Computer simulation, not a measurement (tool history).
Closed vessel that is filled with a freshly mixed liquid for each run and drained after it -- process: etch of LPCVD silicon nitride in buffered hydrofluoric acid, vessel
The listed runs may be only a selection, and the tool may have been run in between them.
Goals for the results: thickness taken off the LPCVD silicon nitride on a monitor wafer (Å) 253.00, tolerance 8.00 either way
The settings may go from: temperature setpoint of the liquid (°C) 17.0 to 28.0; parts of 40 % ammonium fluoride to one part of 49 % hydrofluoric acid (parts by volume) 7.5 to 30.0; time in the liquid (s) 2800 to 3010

run	day	temperature setpoint of the liquid (°C)	parts of 40 % ammonium fluoride to one part of 49 % hydrofluoric acid (parts by volume)	time in the liquid (s)	thickness taken off the LPCVD silicon nitride on a monitor wafer (Å)
1	0.000	20.0	21.0	2800	178.29
2	0.233	22.0	21.0	2800	195.31
3	0.546	22.0	25.0	2800	175.69
4	0.646	22.5	24.5	2800	182.15
# day 0.679: thermometer replaced
5	0.679	25.0	24.5	2800	189.62
6	0.758	21.5	24.5	2800	155.41
7	0.808	22.5	24.5	2800	163.44
8	0.950	23.0	24.0	2800	171.48
9	1.204	23.5	23.0	2800	181.95
10	1.254	24.0	22.0	2805	192.61
11	1.525	24.5	21.5	2810	201.89
12	1.679	25.0	21.0	2810	212.29
13	1.788	25.5	20.5	2810	218.71
14	1.929	26.0	20.5	2810	223.99

Below are 4 possible settings for the next run. Only one of them brings all results inside the allowed miss of their targets. Which is it?
A	2.071	25.5	21.5	2930	?
B	2.071	25.5	26.5	2920	?
C	2.071	28.0	20.5	2840	?
D	2.071	22.5	17.5	2800	?

move	thickness taken off the LPCVD silicon nitride on a monitor wafer (Å)
A	223.68
B	193.08
C	256.29
D	217.46
A: as far off as the last run
B: misses by more than the last run did
C: every result within its allowed miss
D: misses by more than the last run did
Correct choice: C, which meets every target

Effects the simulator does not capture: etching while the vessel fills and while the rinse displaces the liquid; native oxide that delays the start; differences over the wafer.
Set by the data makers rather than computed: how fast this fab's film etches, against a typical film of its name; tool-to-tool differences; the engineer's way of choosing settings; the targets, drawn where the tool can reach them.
